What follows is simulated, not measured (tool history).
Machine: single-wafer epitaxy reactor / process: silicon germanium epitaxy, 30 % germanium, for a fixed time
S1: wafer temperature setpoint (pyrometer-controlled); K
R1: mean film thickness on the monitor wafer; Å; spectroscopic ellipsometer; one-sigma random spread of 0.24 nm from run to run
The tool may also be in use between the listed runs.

run 1 day=0 | S1=888.15 chamber_pressure_(Pa)=2266 | R1=757.76
run 2 day=0.342 | S1=888.15 chamber_pressure_(Pa)=1933 | R1=688.84
run 3 day=0.438 | S1=897.15 chamber_pressure_(Pa)=1933 | R1=791.67
run 4 day=0.704 | S1=901.15 chamber_pressure_(Pa)=2013 | R1=860.02
run 5 day=0.983 | S1=894.15 chamber_pressure_(Pa)=2013 | R1=772.95
run 6 day=1.217 | S1=902.15 chamber_pressure_(Pa)=2013 | R1=876.59
run 7 day=1.25 | S1=905.15 chamber_pressure_(Pa)=2066 | R1=929.91
run 8 day=1.471 | S1=907.15 chamber_pressure_(Pa)=2106 | R1=965.83

What will run 9 give?
run 9 day=1.812 | S1=908.15 chamber_pressure_(Pa)=2133 | R1=?

{"run 9": {"R1": 991.45}}
